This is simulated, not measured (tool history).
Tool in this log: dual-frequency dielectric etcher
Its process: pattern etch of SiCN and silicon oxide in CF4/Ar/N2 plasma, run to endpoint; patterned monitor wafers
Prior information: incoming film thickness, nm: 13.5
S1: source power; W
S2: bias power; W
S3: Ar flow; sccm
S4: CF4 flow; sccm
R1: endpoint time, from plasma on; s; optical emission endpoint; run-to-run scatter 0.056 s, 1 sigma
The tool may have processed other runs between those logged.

Run 1, hour 0: S1 570 W, S2 86 W, S3 80 sccm, S4 57 sccm. Result: R1 13.15 s.
Run 2, hour 3.6: S1 510 W, S2 86 W, S3 80 sccm, S4 57 sccm. Result: R1 14.687 s.
Run 3, hour 4.7: S1 530 W, S2 86 W, S3 80 sccm, S4 57 sccm. Result: R1 14.134 s.
Run 4, hour 9.9: S1 530 W, S2 74 W, S3 80 sccm, S4 57 sccm. Result: R1 14.904 s.
Run 5, hour 11.9: S1 530 W, S2 74 W, S3 80 sccm, S4 47 sccm. Result: R1 15.554 s.
Run 6, hour 14.8: S1 560 W, S2 74 W, S3 80 sccm, S4 47 sccm. Result: R1 14.812 s.
Run 7, hour 19.3: S1 580 W, S2 74 W, S3 80 sccm, S4 47 sccm. Result: R1 14.248 s.
Run 8, hour 22.5: S1 600 W, S2 74 W, S3 80 sccm, S4 47 sccm. Result: R1 13.946 s.
Run 9, hour 23.3: S1 620 W, S2 74 W, S3 80 sccm, S4 47 sccm. Result: R1 13.459 s.
Run 10, hour 28: S1 640 W, S2 74 W, S3 80 sccm, S4 47 sccm. Result: R1 13.121 s.

Expected results for the next run?
Run 11, hour 30.3: S1 650 W, S2 74 W, S3 80 sccm, S4 47 sccm. Result: R1 ?.

{"run 11": {"R1": 12.929}}
